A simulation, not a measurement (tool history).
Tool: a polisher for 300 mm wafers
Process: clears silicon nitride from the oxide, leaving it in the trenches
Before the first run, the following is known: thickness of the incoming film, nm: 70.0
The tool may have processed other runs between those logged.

| run | hour | flow of slurry (ml/min) | pressure of the wafer on the pad (psi) | speed of the pad under the wafer (m/s) | overpolish time after the end point (s) | time until the end point was called (s) |
|---|---|---|---|---|---|---|
| 1 | 0.0 | 265 | 2.4 | 0.92 | 32 | 107.100 |
| 2 | 9.0 | 265 | 2.4 | 1.04 | 32 | 95.255 |
| 3 | 10.9 | 265 | 2.7 | 1.06 | 32 | 82.647 |
| 4 | 17.8 | 265 | 2.3 | 1.06 | 32 | 93.793 |
| 5 | 19.9 | 265 | 2.3 | 1.06 | 32 | 97.184 |
| 6 | 24.2 | 265 | 2.7 | 1.06 | 32 | 82.430 |
| 7 | 27.6 | 265 | 2.9 | 1.06 | 32 | 77.419 |
| 8 | 35.8 | 265 | 2.9 | 1.06 | 32 | 76.903 |
| 9 | 38.9 | 265 | 3.1 | 1.06 | 32 | 73.551 |

Run 10, settings as shown, results not yet in. Your forecast:
| 10 | 47.8 | 265 | 3.3 | 1.06 | 32 | ? |

time until the end point was called (s): 67.339

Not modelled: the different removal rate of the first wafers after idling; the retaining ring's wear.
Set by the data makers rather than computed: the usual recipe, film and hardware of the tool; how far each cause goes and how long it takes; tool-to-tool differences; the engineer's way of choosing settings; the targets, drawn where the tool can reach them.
